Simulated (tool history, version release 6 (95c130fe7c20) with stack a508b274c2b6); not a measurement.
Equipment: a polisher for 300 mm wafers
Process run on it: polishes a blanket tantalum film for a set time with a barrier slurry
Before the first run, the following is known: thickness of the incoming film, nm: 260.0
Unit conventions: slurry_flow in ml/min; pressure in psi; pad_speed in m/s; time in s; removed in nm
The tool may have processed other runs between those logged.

run  hour  slurry_flow  pressure  pad_speed  slurry_solids  time  removed
  1   0.0          145       2.2       0.82            1.0    48   84.553
  2   6.0          140       2.1       0.82            1.0    48   82.182
  3   9.3          140       1.5       0.82            1.0    48   60.091
  4  15.1          140       1.5       0.64            1.0    48   46.848
  5  20.3          115       1.5       0.64            1.0    48   45.258
  6  21.0          115       1.5       0.64            1.0    48   44.929
  7  24.4          130       1.7       0.64            1.0    48   51.769
  8  27.7          140       1.8       0.64            1.0    48   56.958
  9  33.4          155       1.8       0.64            1.0    48   56.045

Run 10, settings as shown, results not yet in. Your forecast:
 10  39.4          160       1.9       0.64            1.0    48        ?

removed: 60.791 nm
